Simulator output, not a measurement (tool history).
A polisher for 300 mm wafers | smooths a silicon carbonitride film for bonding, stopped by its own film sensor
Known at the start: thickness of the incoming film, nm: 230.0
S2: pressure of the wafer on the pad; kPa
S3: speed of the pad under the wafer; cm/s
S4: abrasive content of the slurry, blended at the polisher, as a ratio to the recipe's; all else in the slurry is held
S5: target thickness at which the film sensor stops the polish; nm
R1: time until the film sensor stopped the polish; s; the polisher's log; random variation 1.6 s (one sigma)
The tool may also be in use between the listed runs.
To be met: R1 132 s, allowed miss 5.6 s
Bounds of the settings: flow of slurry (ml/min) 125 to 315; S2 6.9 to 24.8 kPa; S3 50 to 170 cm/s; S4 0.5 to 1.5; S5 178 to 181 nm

run 1 day=0 | flow_of_slurry_(ml/min)=205 S2=15.9 S3=110 S4=1 S5=181 | R1=206.05
run 2 day=0.283 | flow_of_slurry_(ml/min)=205 S2=17.9 S3=110 S4=1 S5=181 | R1=182.7
run 3 day=0.617 | flow_of_slurry_(ml/min)=205 S2=17.9 S3=110 S4=1 S5=181 | R1=185.61
run 4 day=0.658 | flow_of_slurry_(ml/min)=205 S2=17.9 S3=110 S4=1 S5=178 | R1=193.24
run 5 day=0.933 | flow_of_slurry_(ml/min)=205 S2=19.3 S3=110 S4=1 S5=178 | R1=179.94
run 6 day=1.088 | flow_of_slurry_(ml/min)=155 S2=19.3 S3=110 S4=1 S5=178 | R1=188.83
run 7 day=1.125 | flow_of_slurry_(ml/min)=160 S2=20.7 S3=110 S4=1 S5=178 | R1=173.37
run 8 day=1.154 | flow_of_slurry_(ml/min)=165 S2=22.1 S3=110 S4=1 S5=178 | R1=163.86
-- day=1.525 head pressure recalibrated
run 9 day=1.525 | flow_of_slurry_(ml/min)=165 S2=22.8 S3=112 S4=1 S5=178 | R1=141.24
run 10 day=1.608 | flow_of_slurry_(ml/min)=170 S2=22.8 S3=112 S4=1 S5=178 | R1=141.35
run 11 day=1.854 | flow_of_slurry_(ml/min)=170 S2=22.8 S3=112 S4=1 S5=178 | R1=137.98
run 12 day=2.1 | flow_of_slurry_(ml/min)=175 S2=22.8 S3=112 S4=1 S5=178 | R1=138.44

Which of these 5 next moves meets every target?
run A day=2.346 | flow_of_slurry_(ml/min)=185 S2=24.1 S3=114 S4=1.05 S5=180 | R1=?
run B day=2.346 | flow_of_slurry_(ml/min)=200 S2=22.8 S3=128 S4=1 S5=180 | R1=?
run C day=2.346 | flow_of_slurry_(ml/min)=190 S2=22.8 S3=112 S4=1.1 S5=178 | R1=?
run D day=2.346 | flow_of_slurry_(ml/min)=150 S2=24.8 S3=98 S4=1.35 S5=180 | R1=?
run E day=2.346 | flow_of_slurry_(ml/min)=190 S2=22.8 S3=114 S4=0.9 S5=178 | R1=?

move=A R1=122.29
move=B R1=119.52
move=C R1=133.11
move=D R1=124.75
move=E R1=145.12
A: takes the result that was furthest off past its target
B: takes the result that was furthest off past its target
C: meets every target
D: takes the result that was furthest off past its target
E: further off than the last run
The right move is C.
